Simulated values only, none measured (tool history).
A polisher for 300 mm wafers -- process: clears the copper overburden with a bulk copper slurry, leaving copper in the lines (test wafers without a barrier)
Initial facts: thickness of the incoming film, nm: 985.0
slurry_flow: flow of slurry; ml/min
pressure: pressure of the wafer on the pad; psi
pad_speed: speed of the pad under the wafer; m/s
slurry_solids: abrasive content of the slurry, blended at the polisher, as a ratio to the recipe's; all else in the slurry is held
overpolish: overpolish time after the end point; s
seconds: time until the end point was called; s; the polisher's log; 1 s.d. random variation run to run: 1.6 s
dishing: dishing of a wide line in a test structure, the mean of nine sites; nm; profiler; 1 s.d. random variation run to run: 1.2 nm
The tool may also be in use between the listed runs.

run	hour	slurry_flow	pressure	pad_speed	slurry_solids	overpolish	seconds	dishing
1	0.0	165	1.8	1.30	1.0	17	130.800	55.084
2	0.5	165	1.9	1.32	1.0	16	121.600	54.352
3	3.7	165	2.0	1.32	1.0	15	119.740	54.953
4	9.1	165	2.0	1.32	1.0	22	120.040	64.521
5	13.2	165	2.0	1.54	1.0	22	103.290	67.465
6	19.6	165	2.0	1.68	1.0	22	93.766	71.275
7	20.2	165	2.0	1.68	1.0	20	94.187	66.699

For run 8, what comes out?
8	26.3	165	2.0	1.68	1.0	19	?	?

seconds: 94.258 s
dishing: 63.961 nm

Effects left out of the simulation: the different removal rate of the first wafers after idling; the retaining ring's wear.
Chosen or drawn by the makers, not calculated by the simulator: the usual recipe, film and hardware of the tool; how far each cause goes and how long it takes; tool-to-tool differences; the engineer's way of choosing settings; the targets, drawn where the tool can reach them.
